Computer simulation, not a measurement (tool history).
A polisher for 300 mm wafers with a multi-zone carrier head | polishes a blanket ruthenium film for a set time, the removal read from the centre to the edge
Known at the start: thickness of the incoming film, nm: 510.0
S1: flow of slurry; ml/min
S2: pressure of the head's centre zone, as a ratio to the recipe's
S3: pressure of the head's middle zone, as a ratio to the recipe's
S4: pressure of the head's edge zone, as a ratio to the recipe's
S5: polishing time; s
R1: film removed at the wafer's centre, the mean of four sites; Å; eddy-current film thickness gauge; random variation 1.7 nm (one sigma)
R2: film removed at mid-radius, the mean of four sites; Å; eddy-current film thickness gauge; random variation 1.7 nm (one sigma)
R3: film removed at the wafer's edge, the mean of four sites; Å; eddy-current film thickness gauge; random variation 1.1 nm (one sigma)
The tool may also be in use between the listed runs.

run 1 hour=0 | S1=320 S2=1 S3=1 S4=1 S5=77 | R1=1246.6 R2=1127.3 R3=1150.4
run 2 hour=1 | S1=320 S2=0.99 S3=1.02 S4=1.02 S5=79 | R1=1260.1 R2=1206.7 R3=1194.9
run 3 hour=5 | S1=320 S2=0.99 S3=1.02 S4=1.04 S5=81 | R1=1227.1 R2=1214.9 R3=1232.3
run 4 hour=8.6 | S1=270 S2=0.99 S3=1.02 S4=1.04 S5=81 | R1=1238.1 R2=1198.1 R3=1217.5
run 5 hour=11.4 | S1=280 S2=1 S3=1.03 S4=1.06 S5=83 | R1=1268.7 R2=1233.9 R3=1258.5
run 6 hour=14.5 | S1=290 S2=1.01 S3=1.04 S4=1.07 S5=85 | R1=1327.6 R2=1285.8 R3=1295.2
run 7 hour=16.5 | S1=295 S2=1.01 S3=1.05 S4=1.08 S5=87 | R1=1377.9 R2=1327.6 R3=1350.1

Run 8 comes next. What will it give?
run 8 hour=24.4 | S1=305 S2=1.01 S3=1.07 S4=1.1 S5=88 | R1=? R2=? R3=?

R1: 1397.3 Å
R2: 1367.2 Å
R3: 1392.3 Å
